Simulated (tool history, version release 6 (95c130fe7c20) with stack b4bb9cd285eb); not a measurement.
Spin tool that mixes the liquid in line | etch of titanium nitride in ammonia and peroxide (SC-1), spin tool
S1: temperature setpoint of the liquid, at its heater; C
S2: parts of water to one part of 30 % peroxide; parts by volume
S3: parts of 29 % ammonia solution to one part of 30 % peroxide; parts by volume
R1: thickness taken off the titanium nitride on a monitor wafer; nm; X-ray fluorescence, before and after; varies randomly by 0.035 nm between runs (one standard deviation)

run 1 hour=0 | S1=47 S2=12 S3=0.9 time_under_the_liquid_(s)=275 | R1=8.7167
run 2 hour=2.9 | S1=47 S2=12 S3=0.9 time_under_the_liquid_(s)=295 | R1=9.3125
run 3 hour=9.7 | S1=44.5 S2=13.5 S3=0.9 time_under_the_liquid_(s)=295 | R1=7.4138
run 4 hour=14.4 | S1=43 S2=15 S3=0.9 time_under_the_liquid_(s)=295 | R1=6.2849
run 5 hour=15.4 | S1=43 S2=11.5 S3=0.9 time_under_the_liquid_(s)=295 | R1=7.271
run 6 hour=22.9 | S1=41.5 S2=13.5 S3=0.85 time_under_the_liquid_(s)=295 | R1=5.7749
run 7 hour=27.5 | S1=40.5 S2=14.5 S3=0.85 time_under_the_liquid_(s)=295 | R1=5.2384

Run 8 is up next; what results do you expect?
run 8 hour=30.9 | S1=40 S2=15.5 S3=0.85 time_under_the_liquid_(s)=295 | R1=?

Logged for run 8: R1 4.9547 nm.
